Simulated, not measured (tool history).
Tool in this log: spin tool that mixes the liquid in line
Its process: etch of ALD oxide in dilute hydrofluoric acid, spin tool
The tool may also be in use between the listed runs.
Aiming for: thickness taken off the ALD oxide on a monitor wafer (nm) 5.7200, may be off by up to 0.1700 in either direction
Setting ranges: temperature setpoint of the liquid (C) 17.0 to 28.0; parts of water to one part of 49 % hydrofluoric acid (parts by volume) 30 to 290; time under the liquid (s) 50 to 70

run	hour	temperature setpoint of the liquid (C)	parts of water to one part of 49 % hydrofluoric acid (parts by volume)	time under the liquid (s)	thickness taken off the ALD oxide on a monitor wafer (nm)
1	0.0	20.0	160	70	8.3763
2	2.6	20.0	195	70	6.6225
3	6.1	19.5	195	70	6.5602
4	9.6	19.0	195	70	6.3543
5	18.6	19.0	195	70	6.3521
6	22.9	19.0	195	70	6.4151
7	31.1	18.5	195	70	6.3216
8	38.3	18.0	195	70	6.1257
9	43.3	18.0	195	70	6.2263
10	44.0	18.0	195	70	6.1211

Below are 4 possible settings for the next run. Only one of them brings all results inside the allowed miss of their targets. Which is it?
A	44.7	17.0	160	50	?
B	44.7	17.0	190	70	?
C	44.7	18.0	170	55	?
D	44.7	20.0	205	70	?

move	thickness taken off the ALD oxide on a monitor wafer (nm)
A	5.3283
B	6.1069
C	5.6890
D	6.2782
A: takes the result that was furthest off past its target
B: no better and no worse than the last run
C: every result lands within tolerance
D: moves away from the targets compared with the last run
The move that meets every target is C.

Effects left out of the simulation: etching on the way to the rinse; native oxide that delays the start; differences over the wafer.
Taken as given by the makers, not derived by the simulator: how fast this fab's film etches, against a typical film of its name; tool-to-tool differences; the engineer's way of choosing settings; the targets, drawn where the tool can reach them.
